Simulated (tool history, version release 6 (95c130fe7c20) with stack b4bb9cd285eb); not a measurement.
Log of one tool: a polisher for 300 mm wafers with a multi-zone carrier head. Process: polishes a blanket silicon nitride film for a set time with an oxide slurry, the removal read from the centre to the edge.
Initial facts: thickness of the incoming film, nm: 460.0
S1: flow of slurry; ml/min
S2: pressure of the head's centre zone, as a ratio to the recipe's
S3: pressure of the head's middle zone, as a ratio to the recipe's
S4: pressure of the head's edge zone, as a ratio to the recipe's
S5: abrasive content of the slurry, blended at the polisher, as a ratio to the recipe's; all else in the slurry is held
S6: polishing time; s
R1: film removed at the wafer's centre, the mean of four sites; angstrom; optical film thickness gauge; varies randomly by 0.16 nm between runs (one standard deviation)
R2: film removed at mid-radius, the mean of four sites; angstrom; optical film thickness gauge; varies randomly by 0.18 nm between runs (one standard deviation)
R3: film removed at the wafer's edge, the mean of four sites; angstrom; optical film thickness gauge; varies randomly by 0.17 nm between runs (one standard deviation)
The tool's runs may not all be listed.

run 1 hour=0.0 | S1=205 S2=1.00 S3=1.00 S4=1.00 S5=1.00 S6=32 | R1=245.77 R2=258.13 R3=259.82
run 2 hour=3.4 | S1=205 S2=1.00 S3=1.00 S4=0.96 S5=1.00 S6=32 | R1=246.36 R2=264.66 R3=252.80
run 3 hour=8.1 | S1=200 S2=0.99 S3=0.98 S4=0.95 S5=0.95 S6=32 | R1=242.71 R2=254.34 R3=246.60
run 4 hour=8.8 | S1=195 S2=0.97 S3=0.97 S4=0.95 S5=0.90 S6=32 | R1=234.36 R2=248.60 R3=238.65
run 5 hour=13.4 | S1=195 S2=0.97 S3=1.06 S4=0.95 S5=0.90 S6=32 | R1=234.86 R2=266.55 R3=236.34
run 6 hour=20.8 | S1=190 S2=0.95 S3=1.03 S4=0.96 S5=0.85 S6=32 | R1=224.20 R2=250.15 R3=235.44
run 7 hour=28.3 | S1=185 S2=0.94 S3=1.01 S4=0.96 S5=0.80 S6=32 | R1=213.66 R2=239.30 R3=228.87
run 8 hour=34.5 | S1=180 S2=0.93 S3=0.99 S4=0.95 S5=0.75 S6=32 | R1=208.38 R2=232.98 R3=222.40
run 9 hour=38.6 | S1=175 S2=0.92 S3=0.97 S4=0.95 S5=0.70 S6=32 | R1=203.84 R2=222.46 R3=213.60
run 10 hour=45.0 | S1=170 S2=0.91 S3=0.95 S4=0.95 S5=0.65 S6=32 | R1=191.44 R2=207.06 R3=210.99
run 11 hour=48.4 | S1=165 S2=0.90 S3=0.94 S4=0.94 S5=0.65 S6=32 | R1=186.63 R2=205.75 R3=209.19
run 12 hour=49.2 | S1=165 S2=0.90 S3=0.93 S4=0.93 S5=0.65 S6=32 | R1=188.80 R2=202.12 R3=209.07
run 13 hour=55.1 | S1=165 S2=0.90 S3=0.93 S4=0.93 S5=0.65 S6=32 | R1=191.23 R2=206.02 R3=207.46
run 14 hour=57.1 | S1=160 S2=0.89 S3=0.92 S4=0.93 S5=0.65 S6=32 | R1=190.18 R2=203.04 R3=208.08

For run 15, what comes out?
run 15 hour=61.4 | S1=160 S2=0.88 S3=0.91 S4=0.93 S5=0.65 S6=32 | R1=? R2=? R3=?

Run 15 came out at R1 183.69 angstrom, R2 204.10 angstrom, R3 208.09 angstrom.
